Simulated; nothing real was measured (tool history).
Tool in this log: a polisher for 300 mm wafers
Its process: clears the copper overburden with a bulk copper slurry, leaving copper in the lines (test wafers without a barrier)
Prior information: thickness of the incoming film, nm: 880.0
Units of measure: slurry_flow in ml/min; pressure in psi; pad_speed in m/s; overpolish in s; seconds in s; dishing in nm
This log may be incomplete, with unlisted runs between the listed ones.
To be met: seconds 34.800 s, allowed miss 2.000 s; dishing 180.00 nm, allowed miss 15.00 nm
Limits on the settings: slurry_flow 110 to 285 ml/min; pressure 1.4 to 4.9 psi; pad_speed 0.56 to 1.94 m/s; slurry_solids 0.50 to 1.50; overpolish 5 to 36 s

run,hour,slurry_flow,pressure,pad_speed,slurry_solids,overpolish,seconds,dishing
1,0.0,180,3.1,1.24,1.00,18,58.269,118.15
2,0.9,180,3.5,1.26,1.00,19,52.160,140.84
3,5.3,180,3.5,1.26,1.00,12,51.694,104.28
4,6.6,180,4.3,1.26,1.00,12,42.745,117.29
5,7.8,180,4.3,1.48,1.00,12,37.523,137.37
6,14.4,180,4.4,1.50,1.00,14,35.740,147.57
7,22.5,180,4.4,1.50,1.00,14,35.542,145.11
8,24.1,180,4.4,1.50,1.00,16,35.543,161.13
9,30.1,180,4.4,1.50,1.00,16,34.715,158.57
10,35.3,180,4.4,1.50,1.00,17,35.036,158.28
11,36.4,180,4.4,1.50,1.00,18,34.940,161.92

Which single option among these 5 for the next run brings every result within its allowed miss of target? Just one does.
A,37.5,170,4.3,1.38,1.05,26,?,?
B,37.5,175,4.5,1.46,1.15,12,?,?
C,37.5,170,4.3,1.58,1.15,10,?,?
D,37.5,190,3.8,1.72,1.10,26,?,?
E,37.5,275,4.4,1.42,1.05,13,?,?

move,seconds,dishing
A,39.036,176.03
B,34.618,138.11
C,33.694,126.08
D,34.600,174.91
E,34.889,142.69
A: puts the biggest miss on target and leaves a different result outside tolerance
B: further off than the last run
C: further off than the last run
D: in spec on every target
E: further off than the last run
The move that meets every target is D.
